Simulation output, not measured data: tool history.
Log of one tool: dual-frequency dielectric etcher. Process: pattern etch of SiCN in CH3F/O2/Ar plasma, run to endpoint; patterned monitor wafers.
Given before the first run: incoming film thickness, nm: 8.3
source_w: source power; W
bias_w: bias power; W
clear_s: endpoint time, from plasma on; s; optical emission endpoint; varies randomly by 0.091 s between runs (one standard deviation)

| run | hour | source_w | bias_w | clear_s |
|---|---|---|---|---|
| 1 | 0 | 410 | 79 | 21.825 |
| 2 | 8 | 450 | 80 | 20.919 |
| 3 | 11.9 | 510 | 80 | 20.207 |
| 4 | 17.6 | 530 | 82 | 19.616 |
| 5 | 18.2 | 530 | 71 | 21.297 |
| 6 | 19.5 | 540 | 75 | 20.402 |
| 7 | 24.6 | 550 | 78 | 19.871 |
| 8 | 26.5 | 560 | 80 | 19.509 |

Predict the results of run 9:
| 9 | 28.3 | 560 | 81 | ? |

{"run 9": {"clear_s": 19.407}}
